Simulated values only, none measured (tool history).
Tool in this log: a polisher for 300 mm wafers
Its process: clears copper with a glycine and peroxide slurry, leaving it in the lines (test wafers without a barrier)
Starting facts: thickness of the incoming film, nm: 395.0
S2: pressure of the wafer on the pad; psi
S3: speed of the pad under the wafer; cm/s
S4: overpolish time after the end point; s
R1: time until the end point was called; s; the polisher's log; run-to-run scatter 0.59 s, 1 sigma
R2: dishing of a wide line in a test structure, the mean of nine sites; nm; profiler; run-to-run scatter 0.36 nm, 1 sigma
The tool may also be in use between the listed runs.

{"run": 1, "hour": 0.0, "flow of slurry (ml/min)": 130, "S2": 1.8, "S3": 98, "S4": 19, "R1": 87.183, "R2": 32.695}
{"run": 2, "hour": 2.9, "flow of slurry (ml/min)": 155, "S2": 1.8, "S3": 98, "S4": 19, "R1": 82.294, "R2": 32.989}
{"run": 3, "hour": 8.6, "flow of slurry (ml/min)": 160, "S2": 1.9, "S3": 98, "S4": 19, "R1": 81.92, "R2": 33.888}
{"run": 4, "hour": 14.7, "flow of slurry (ml/min)": 160, "S2": 1.9, "S3": 98, "S4": 14, "R1": 80.848, "R2": 29.534}
{"run": 5, "hour": 20.3, "flow of slurry (ml/min)": 160, "S2": 1.9, "S3": 98, "S4": 7, "R1": 81.005, "R2": 19.455}
{"run": 6, "hour": 26.3, "flow of slurry (ml/min)": 160, "S2": 2.1, "S3": 98, "S4": 9, "R1": 77.718, "R2": 23.714}
{"run": 7, "hour": 31.0, "flow of slurry (ml/min)": 165, "S2": 2.3, "S3": 100, "S4": 10, "R1": 73.769, "R2": 25.604}
{"run": 8, "hour": 34.0, "flow of slurry (ml/min)": 165, "S2": 2.4, "S3": 102, "S4": 11, "R1": 70.461, "R2": 27.557}
{"run": 9, "hour": 42.3, "flow of slurry (ml/min)": 165, "S2": 2.5, "S3": 104, "S4": 12, "R1": 66.942, "R2": 29.207}
{"run": 10, "hour": 44.2, "flow of slurry (ml/min)": 165, "S2": 2.6, "S3": 104, "S4": 13, "R1": 66.037, "R2": 30.692}

Predict the results of run 11:
{"run": 11, "hour": 50.8, "flow of slurry (ml/min)": 165, "S2": 2.6, "S3": 104, "S4": 14, "R1": "?", "R2": "?"}

{"run 11": {"R1": 66.967, "R2": 31.288}}
